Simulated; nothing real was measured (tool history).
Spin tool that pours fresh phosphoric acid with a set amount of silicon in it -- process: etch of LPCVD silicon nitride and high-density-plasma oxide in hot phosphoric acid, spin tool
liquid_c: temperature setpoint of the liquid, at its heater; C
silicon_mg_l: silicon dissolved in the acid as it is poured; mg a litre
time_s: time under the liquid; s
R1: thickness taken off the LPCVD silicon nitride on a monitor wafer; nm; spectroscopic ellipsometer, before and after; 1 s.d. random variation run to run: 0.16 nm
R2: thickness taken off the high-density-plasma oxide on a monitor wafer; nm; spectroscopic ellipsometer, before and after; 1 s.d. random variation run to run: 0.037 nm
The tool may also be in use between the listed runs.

{"run": 1, "hour": 0.0, "liquid_c": 162.0, "silicon_mg_l": 18.0, "time_s": 130, "R1": 12.871, "R2": 0.38276}
{"run": 2, "hour": 7.1, "liquid_c": 162.5, "silicon_mg_l": 20.5, "time_s": 135, "R1": 13.743, "R2": 0.35696}
{"run": 3, "hour": 15.9, "liquid_c": 164.5, "silicon_mg_l": 20.5, "time_s": 135, "R1": 14.522, "R2": 0.49972}
{"run": 4, "hour": 17.1, "liquid_c": 164.5, "silicon_mg_l": 23.0, "time_s": 140, "R1": 15.154, "R2": 0.43849}
{"run": 5, "hour": 25.2, "liquid_c": 164.5, "silicon_mg_l": 14.0, "time_s": 140, "R1": 15.153, "R2": 0.51388}
{"run": 6, "hour": 33.2, "liquid_c": 165.5, "silicon_mg_l": 14.0, "time_s": 140, "R1": 15.797, "R2": 0.5126}
{"run": 7, "hour": 33.8, "liquid_c": 165.5, "silicon_mg_l": 18.0, "time_s": 140, "R1": 15.334, "R2": 0.58059}
{"run": 8, "hour": 38.3, "liquid_c": 165.0, "silicon_mg_l": 19.0, "time_s": 145, "R1": 15.869, "R2": 0.57972}
{"run": 9, "hour": 39.3, "liquid_c": 164.0, "silicon_mg_l": 20.5, "time_s": 150, "R1": 15.957, "R2": 0.41723}

Expected results for the next run?
{"run": 10, "hour": 47.9, "liquid_c": 164.0, "silicon_mg_l": 21.0, "time_s": 150, "R1": "?", "R2": "?"}

R1: 15.745 nm
R2: 0.40128 nm
